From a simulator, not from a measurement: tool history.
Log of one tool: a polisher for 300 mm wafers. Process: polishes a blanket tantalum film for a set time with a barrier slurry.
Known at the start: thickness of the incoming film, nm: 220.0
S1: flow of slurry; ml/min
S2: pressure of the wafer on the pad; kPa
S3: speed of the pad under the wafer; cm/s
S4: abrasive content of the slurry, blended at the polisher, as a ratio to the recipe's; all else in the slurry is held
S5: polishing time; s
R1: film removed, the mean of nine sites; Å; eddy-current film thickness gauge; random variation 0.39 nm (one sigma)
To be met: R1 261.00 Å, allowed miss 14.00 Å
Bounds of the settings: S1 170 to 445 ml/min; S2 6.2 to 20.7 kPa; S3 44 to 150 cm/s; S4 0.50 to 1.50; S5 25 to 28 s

run	hour	S1	S2	S3	S4	S5	R1
1	0.0	285	13.1	96	1.00	28	509.86
2	1.7	285	11.7	92	1.00	28	442.17
3	7.4	315	11.7	92	1.00	28	453.48
4	14.0	260	11.7	92	1.00	28	430.00
5	20.8	310	11.7	92	1.00	28	446.54
6	22.2	310	10.3	90	1.00	28	401.35
7	24.5	310	6.2	72	0.95	28	222.35
8	26.9	310	6.9	72	0.95	28	239.84

5 next moves are on the table. One of them brings every result within its allowed miss. Which?
A	29.3	275	11.0	64	0.90	28	?
B	29.3	415	9.0	70	1.00	28	?
C	29.3	275	7.6	74	0.95	28	?
D	29.3	285	6.2	78	0.85	27	?
E	29.3	235	6.2	100	1.25	25	?

move	R1
A	283.66
B	285.13
C	255.65
D	217.85
E	290.56
A: takes the result that was furthest off past its target
B: takes the result that was furthest off past its target
C: meets every target
D: further off than the last run
E: takes the result that was furthest off past its target
The right move is C.
